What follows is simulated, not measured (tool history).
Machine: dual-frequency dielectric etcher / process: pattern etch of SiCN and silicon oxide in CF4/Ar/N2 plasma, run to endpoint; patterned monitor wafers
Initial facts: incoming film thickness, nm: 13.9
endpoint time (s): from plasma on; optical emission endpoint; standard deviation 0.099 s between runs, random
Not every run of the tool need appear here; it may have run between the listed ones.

run 1 hour=0.0 | source_power_(W)=430 bias_power_(W)=78 Ar_flow_(sccm)=132 CF4_flow_(sccm)=83 | endpoint_time_(s)=17.485
run 2 hour=3.8 | source_power_(W)=430 bias_power_(W)=78 Ar_flow_(sccm)=132 CF4_flow_(sccm)=73 | endpoint_time_(s)=17.985
run 3 hour=9.7 | source_power_(W)=440 bias_power_(W)=78 Ar_flow_(sccm)=132 CF4_flow_(sccm)=73 | endpoint_time_(s)=17.692
run 4 hour=17.9 | source_power_(W)=440 bias_power_(W)=78 Ar_flow_(sccm)=156 CF4_flow_(sccm)=73 | endpoint_time_(s)=18.286
run 5 hour=26.1 | source_power_(W)=360 bias_power_(W)=78 Ar_flow_(sccm)=156 CF4_flow_(sccm)=73 | endpoint_time_(s)=20.446
run 6 hour=30.3 | source_power_(W)=360 bias_power_(W)=69 Ar_flow_(sccm)=156 CF4_flow_(sccm)=73 | endpoint_time_(s)=21.303
run 7 hour=35.0 | source_power_(W)=390 bias_power_(W)=70 Ar_flow_(sccm)=155 CF4_flow_(sccm)=73 | endpoint_time_(s)=20.143
run 8 hour=37.6 | source_power_(W)=420 bias_power_(W)=71 Ar_flow_(sccm)=154 CF4_flow_(sccm)=73 | endpoint_time_(s)=19.269
run 9 hour=43.2 | source_power_(W)=440 bias_power_(W)=72 Ar_flow_(sccm)=154 CF4_flow_(sccm)=73 | endpoint_time_(s)=18.828
run 10 hour=52.0 | source_power_(W)=460 bias_power_(W)=73 Ar_flow_(sccm)=154 CF4_flow_(sccm)=73 | endpoint_time_(s)=18.302

Run 11 comes next. What will it give?
run 11 hour=53.6 | source_power_(W)=460 bias_power_(W)=73 Ar_flow_(sccm)=154 CF4_flow_(sccm)=73 | endpoint_time_(s)=?

For run 11 the tool returned endpoint time (s) 18.308.
